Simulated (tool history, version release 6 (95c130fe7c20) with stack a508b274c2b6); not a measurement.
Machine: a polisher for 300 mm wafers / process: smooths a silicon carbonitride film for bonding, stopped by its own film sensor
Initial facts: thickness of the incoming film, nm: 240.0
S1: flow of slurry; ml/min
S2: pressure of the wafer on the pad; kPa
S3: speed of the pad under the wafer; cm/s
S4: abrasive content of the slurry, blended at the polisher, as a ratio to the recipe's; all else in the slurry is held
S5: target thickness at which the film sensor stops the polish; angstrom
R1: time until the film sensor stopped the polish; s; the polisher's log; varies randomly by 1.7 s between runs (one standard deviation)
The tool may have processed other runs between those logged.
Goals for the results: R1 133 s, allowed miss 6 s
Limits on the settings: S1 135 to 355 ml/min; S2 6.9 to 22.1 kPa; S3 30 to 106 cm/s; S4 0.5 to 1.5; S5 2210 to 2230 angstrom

run  hour   S1    S2  S3   S4    S5      R1
  1     0  225  14.5  68    1  2210  99.385
  2   3.3  225  14.5  68  0.9  2210  108.47
  3   9.7  225  14.5  68  0.9  2210  108.98
  4  18.2  225  13.8  68  0.9  2210  110.61
  5  26.3  225  15.2  68  0.9  2210  102.12
  6  30.9  225  14.5  68  0.9  2210  109.31
  7  33.2  225  13.8  68  0.9  2210  114.95
  8  33.8  225  13.1  68  0.9  2210  118.84
  9  37.4  225  12.4  68  0.9  2210  126.18

Next run, 4 choices. One meets every target within its allowed miss, the rest don't. Which?
  A    41  220    11  72     1  2230   ?
  B    41  135  12.4  58   1.2  2210   ?
  C    41  220    11  78   0.8  2220   ?
  D    41  180  13.1  74  0.85  2210   ?

move      R1
   A  112.19
   B  120.93
   C  135.06
   D  120.89
A: further off than the last run
B: further off than the last run
C: every result lands within tolerance
D: further off than the last run
Go with C: it meets all targets.
